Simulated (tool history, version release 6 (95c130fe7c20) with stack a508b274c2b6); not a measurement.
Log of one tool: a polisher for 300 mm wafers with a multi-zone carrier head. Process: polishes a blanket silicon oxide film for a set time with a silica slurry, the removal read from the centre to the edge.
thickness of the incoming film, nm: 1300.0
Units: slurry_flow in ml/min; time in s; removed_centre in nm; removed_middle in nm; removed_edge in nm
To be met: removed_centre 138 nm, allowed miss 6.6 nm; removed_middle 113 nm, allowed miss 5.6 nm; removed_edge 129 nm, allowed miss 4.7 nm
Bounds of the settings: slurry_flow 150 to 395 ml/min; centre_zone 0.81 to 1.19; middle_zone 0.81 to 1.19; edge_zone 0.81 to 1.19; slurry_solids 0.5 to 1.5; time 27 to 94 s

run    day  slurry_flow  centre_zone  middle_zone  edge_zone  slurry_solids  time  removed_centre  removed_middle  removed_edge
  1      0          250            1            1          1              1    60          219.14          219.07        219.71
  2  0.092          250            1         0.98       0.99           0.95    58          197.99          200.48        201.93
  3  0.325          250         1.08         0.98       0.99           0.95    58          218.38          199.33        202.65
  4  0.492          250         1.08         0.96       0.99            0.9    57          202.76          186.51        191.88
  5  0.788          250         1.09         0.94       0.99           0.85    56          195.89          173.57           180
  6  0.833          250         1.09         0.94       0.99           0.85    63          223.81          197.13        202.62
  7  1.083          245         1.09         0.93       0.99            0.8    62          215.57          176.84        192.29
  8  1.179          245         1.09         0.93       0.99            0.8    62          209.95          180.03        192.48
  9  1.462          245         1.08         0.92       0.98           0.75    61          193.26          168.71        177.15
 10  1.671          240         1.08         0.91       0.98            0.7    61          180.53          154.96        169.78
 11  1.908          235         1.08          0.9       0.97            0.7    61          180.75          151.99        169.79
 12  2.254          230         1.06         0.85        0.9            0.5    50          102.99          85.251        91.791
 13  2.571          230         1.07         0.86       0.92            0.5    50          101.55          83.862        96.284
 14  2.804          240         1.08         0.87       0.93            0.5    50          101.52          87.065        95.341
 15  3.104          240         1.09         0.87       0.94            0.5    50          106.15          86.801        94.096
 16  3.367          240         1.09         0.88       0.96            0.5    50          103.05          87.192        93.662

Which of these 5 next moves meets every target?
  A  3.629          255         0.81         1.07       1.03            0.6    45               ?               ?             ?
  B  3.629          275         1.13         0.91       0.92            0.5    39               ?               ?             ?
  C  3.629          265         1.14         0.87       1.03            0.5    55               ?               ?             ?
  D  3.629          190         1.05         0.81       1.01            0.5    44               ?               ?             ?
  E  3.629          260         1.09         0.87       1.03           0.55    57               ?               ?             ?

move  removed_centre  removed_middle  removed_edge
   A           87.15          112.93        110.93
   B          86.104          69.747         74.81
   C          121.92          94.462        110.23
   D          85.349          68.275        84.629
   E          135.53          109.91        128.29
A: as far off as the last run
B: further off than the last run
C: nearer than the last run, and not there yet
D: further off than the last run
E: meets every target
The right move is E.
